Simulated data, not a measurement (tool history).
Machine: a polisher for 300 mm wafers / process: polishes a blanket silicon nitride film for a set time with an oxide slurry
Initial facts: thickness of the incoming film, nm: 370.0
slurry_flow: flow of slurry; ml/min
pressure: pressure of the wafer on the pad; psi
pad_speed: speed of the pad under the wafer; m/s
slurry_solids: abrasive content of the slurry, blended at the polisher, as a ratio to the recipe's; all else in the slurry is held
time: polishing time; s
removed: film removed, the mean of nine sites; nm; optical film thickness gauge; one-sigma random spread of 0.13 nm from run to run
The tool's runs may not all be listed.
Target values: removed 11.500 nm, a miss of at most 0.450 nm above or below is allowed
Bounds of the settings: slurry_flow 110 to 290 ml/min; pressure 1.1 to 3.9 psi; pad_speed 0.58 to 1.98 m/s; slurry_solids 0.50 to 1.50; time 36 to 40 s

run	hour	slurry_flow	pressure	pad_speed	slurry_solids	time	removed
1	0.0	185	2.5	1.28	1.00	40	24.923
2	5.8	185	2.5	1.28	1.00	40	25.477
3	9.5	185	1.9	1.28	1.00	40	20.944
4	12.6	185	1.9	1.28	1.10	40	21.954
5	14.0	185	1.8	1.22	1.10	40	20.231
6	20.3	185	1.7	1.16	1.10	40	18.804
7	29.0	185	1.6	1.12	1.10	40	17.955
8	31.7	180	1.1	0.76	1.05	40	10.884

Of the 5 settings listed for the next run, only one would bring every result within its allowed miss of target. Which one?
A	34.4	110	1.1	0.84	1.10	38	?
B	34.4	135	1.3	0.88	0.85	40	?
C	34.4	195	1.1	0.92	0.70	40	?
D	34.4	260	1.1	0.58	1.25	40	?
E	34.4	185	1.1	0.74	1.40	36	?

move	removed
A	10.454
B	11.364
C	10.098
D	10.268
E	10.813
A: further off than the last run
B: meets every target
C: further off than the last run
D: further off than the last run
E: further off than the last run
Move B is the one to make.
